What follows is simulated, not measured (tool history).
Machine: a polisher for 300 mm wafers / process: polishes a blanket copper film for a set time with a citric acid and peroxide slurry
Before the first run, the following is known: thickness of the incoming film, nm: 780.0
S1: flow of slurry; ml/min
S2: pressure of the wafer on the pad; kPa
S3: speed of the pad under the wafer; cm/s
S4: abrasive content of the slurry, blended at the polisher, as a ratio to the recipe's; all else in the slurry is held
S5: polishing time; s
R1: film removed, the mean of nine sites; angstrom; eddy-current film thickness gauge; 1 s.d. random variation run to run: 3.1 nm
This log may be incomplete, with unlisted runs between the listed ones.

run  hour   S1    S2   S3    S4   S5      R1
  1   0.0  285  22.1  108  1.00  107  2961.4
  2   4.3  285  22.1  108  1.15  107  3067.8
  3  12.5  285  20.7  108  1.15  107  3023.5
  4  15.3  285  18.6  106  1.15  107  2721.4
  5  23.9  260  18.6  106  1.15  107  2599.9
  6  30.9  260  18.6  106  1.15  107  2625.2
  7  33.7  255  17.9  106  1.15  107  2613.7
  8  41.4  255  17.2  106  1.15  107  2455.5
  9  44.0  250  16.5  106  1.15  107  2361.1
 10  51.3  245  16.5  106  1.15  107  2314.5
 11  53.4  240  16.5  106  1.15  107  2351.0

Forecast run 12:
 12  59.2  235  16.5  106  1.15  107   ?

Run 12 came out at R1 2384.8 angstrom.
